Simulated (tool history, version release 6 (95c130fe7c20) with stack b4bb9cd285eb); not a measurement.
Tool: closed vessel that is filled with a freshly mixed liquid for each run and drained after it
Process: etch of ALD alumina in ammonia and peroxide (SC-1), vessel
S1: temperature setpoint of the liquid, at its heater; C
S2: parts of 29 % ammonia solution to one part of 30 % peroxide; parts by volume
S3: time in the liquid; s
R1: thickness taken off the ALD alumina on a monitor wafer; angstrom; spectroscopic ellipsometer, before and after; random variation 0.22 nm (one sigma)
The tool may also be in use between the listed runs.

run	hour	S1	S2	S3	R1
1	0	61	0.8	480	460.68
2	8.8	61	0.65	480	448.34
3	13.4	61	0.65	480	458.62
4	14.6	61	0.4	480	428.94
5	22.8	55.5	0.4	480	323.42
6	26.3	61.5	0.4	480	445.89
7	34.3	58.5	0.4	480	383.77
8	40.3	56	0.4	480	334.94
9	44.5	54.5	0.4	480	307.05
10	50.6	53.5	0.4	480	288.58

Run 11 comes next. What will it give?
11	52.9	52.5	0.4	480	?

Run 11 gave R1 274.81 angstrom.

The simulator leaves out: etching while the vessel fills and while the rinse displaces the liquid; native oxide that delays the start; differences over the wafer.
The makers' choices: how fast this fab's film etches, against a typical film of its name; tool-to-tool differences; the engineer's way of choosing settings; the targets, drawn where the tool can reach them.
